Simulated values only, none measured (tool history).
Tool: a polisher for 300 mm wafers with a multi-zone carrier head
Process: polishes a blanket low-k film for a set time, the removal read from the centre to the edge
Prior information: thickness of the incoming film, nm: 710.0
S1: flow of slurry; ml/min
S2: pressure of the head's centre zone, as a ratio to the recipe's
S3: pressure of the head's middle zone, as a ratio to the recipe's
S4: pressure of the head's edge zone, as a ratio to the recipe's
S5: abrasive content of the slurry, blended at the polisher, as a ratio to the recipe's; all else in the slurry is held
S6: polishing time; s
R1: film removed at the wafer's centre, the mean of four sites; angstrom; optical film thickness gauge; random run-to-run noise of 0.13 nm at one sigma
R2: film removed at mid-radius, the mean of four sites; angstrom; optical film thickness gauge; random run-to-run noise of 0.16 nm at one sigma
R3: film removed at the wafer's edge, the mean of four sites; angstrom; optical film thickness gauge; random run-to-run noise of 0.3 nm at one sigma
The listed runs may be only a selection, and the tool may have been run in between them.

| run | day | S1 | S2 | S3 | S4 | S5 | S6 | R1 | R2 | R3 |
|---|---|---|---|---|---|---|---|---|---|---|
| 1 | 0 | 125 | 1 | 1 | 1 | 1 | 48 | 146.9 | 139.2 | 140.94 |
| 2 | 0.2 | 155 | 1 | 1 | 1 | 1 | 48 | 154.48 | 148.69 | 148.2 |
| 3 | 0.25 | 155 | 1 | 1 | 1 | 1 | 43 | 139.15 | 132.4 | 128.34 |
| 4 | 0.379 | 145 | 1 | 0.99 | 1.05 | 1.15 | 45 | 150.25 | 144.02 | 147.24 |
| 5 | 0.462 | 145 | 1 | 0.97 | 1.09 | 1.25 | 47 | 162.46 | 153.99 | 158.27 |
| 6 | 0.8 | 145 | 1 | 1 | 1.09 | 1.25 | 47 | 163.32 | 156.96 | 157.15 |

Run 7 has not been measured yet. What should we expect?
| 7 | 1.167 | 150 | 0.98 | 0.95 | 1.12 | 1.3 | 49 | ? | ? | ? |

R1: 170.24 angstrom
R2: 161.96 angstrom
R3: 172.84 angstrom

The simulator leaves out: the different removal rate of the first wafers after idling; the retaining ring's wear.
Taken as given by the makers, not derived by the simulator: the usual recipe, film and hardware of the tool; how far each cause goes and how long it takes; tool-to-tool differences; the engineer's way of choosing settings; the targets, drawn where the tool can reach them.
